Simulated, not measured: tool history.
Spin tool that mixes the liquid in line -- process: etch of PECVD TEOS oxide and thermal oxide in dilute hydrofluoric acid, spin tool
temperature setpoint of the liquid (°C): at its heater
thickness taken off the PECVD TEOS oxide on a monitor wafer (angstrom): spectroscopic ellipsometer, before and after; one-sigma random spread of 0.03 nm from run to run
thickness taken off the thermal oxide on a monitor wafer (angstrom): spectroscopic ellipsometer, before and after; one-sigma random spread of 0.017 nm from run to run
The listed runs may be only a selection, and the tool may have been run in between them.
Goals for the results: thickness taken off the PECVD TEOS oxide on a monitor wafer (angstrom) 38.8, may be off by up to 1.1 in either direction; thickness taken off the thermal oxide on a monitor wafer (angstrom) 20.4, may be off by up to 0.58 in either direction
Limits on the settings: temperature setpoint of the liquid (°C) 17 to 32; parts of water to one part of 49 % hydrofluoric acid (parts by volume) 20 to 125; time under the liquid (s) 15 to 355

run,hour,temperature setpoint of the liquid (°C),parts of water to one part of 49 % hydrofluoric acid (parts by volume),time under the liquid (s),thickness taken off the PECVD TEOS oxide on a monitor wafer (angstrom),thickness taken off the thermal oxide on a monitor wafer (angstrom)
1,0,24,70,180,239.69,127.41
2,1.1,22,90,140,131.97,68.956
3,8.8,20.5,100,110,86.767,45.458
4,15.8,19.5,110,95,63.43,33.613
5,23,21,110,95,68.191,35.704
6,25.9,20,115,85,55.677,29.318
7,30.6,20,115,85,55.537,29.418
8,32.8,19,120,80,48.274,25.004
9,40.3,18.5,120,75,43.532,23.601
10,40.9,19,125,60,34.349,18.279
11,41.7,23,125,60,39.803,21.528

4 candidate next runs follow, results not yet known. Just one meets every target within its allowed miss. Identify it.
A,42.5,20,125,60,?,?
B,42.5,24,100,40,?,?
C,42.5,18.5,125,65,?,?
D,42.5,18.5,125,70,?,?

move,thickness taken off the PECVD TEOS oxide on a monitor wafer (angstrom),thickness taken off the thermal oxide on a monitor wafer (angstrom)
A,36.184,18.925
B,36.418,19.047
C,36.877,19.288
D,39.714,20.771
A: carries the result that was furthest off beyond its target, to the other side
B: carries the result that was furthest off beyond its target, to the other side
C: carries the result that was furthest off beyond its target, to the other side
D: every result lands within tolerance
Correct choice: D, which meets every target
